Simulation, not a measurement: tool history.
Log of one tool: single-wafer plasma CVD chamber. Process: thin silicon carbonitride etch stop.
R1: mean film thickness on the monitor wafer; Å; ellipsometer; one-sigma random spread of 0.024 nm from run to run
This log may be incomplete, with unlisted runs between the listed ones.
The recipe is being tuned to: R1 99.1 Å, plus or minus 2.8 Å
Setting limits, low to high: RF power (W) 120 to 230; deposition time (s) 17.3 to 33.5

run 1 hour=0 | RF_power_(W)=175 deposition_time_(s)=25.4 | R1=132.57
run 2 hour=4.4 | RF_power_(W)=195 deposition_time_(s)=25.4 | R1=137.2
run 3 hour=9.3 | RF_power_(W)=185 deposition_time_(s)=23.4 | R1=124.23
run 4 hour=14.7 | RF_power_(W)=185 deposition_time_(s)=21.8 | R1=115.75
run 5 hour=20.8 | RF_power_(W)=175 deposition_time_(s)=21 | R1=109.78
run 6 hour=27.3 | RF_power_(W)=170 deposition_time_(s)=20.6 | R1=106.62
run 7 hour=33.6 | RF_power_(W)=165 deposition_time_(s)=20.3 | R1=103.91
run 8 hour=37.4 | RF_power_(W)=160 deposition_time_(s)=20.2 | R1=102.38

Which of these 5 next moves meets every target?
run A hour=41.2 | RF_power_(W)=185 deposition_time_(s)=18.6 | R1=?
run B hour=41.2 | RF_power_(W)=160 deposition_time_(s)=20.6 | R1=?
run C hour=41.2 | RF_power_(W)=155 deposition_time_(s)=21.1 | R1=?
run D hour=41.2 | RF_power_(W)=170 deposition_time_(s)=20.2 | R1=?
run E hour=41.2 | RF_power_(W)=170 deposition_time_(s)=21.7 | R1=?

move=A R1=98.723
move=B R1=104.34
move=C R1=105.78
move=D R1=104.34
move=E R1=112.09
A: every result lands within tolerance
B: moves away from the targets compared with the last run
C: moves away from the targets compared with the last run
D: moves away from the targets compared with the last run
E: moves away from the targets compared with the last run
A is the move that brings every result within its allowed miss.

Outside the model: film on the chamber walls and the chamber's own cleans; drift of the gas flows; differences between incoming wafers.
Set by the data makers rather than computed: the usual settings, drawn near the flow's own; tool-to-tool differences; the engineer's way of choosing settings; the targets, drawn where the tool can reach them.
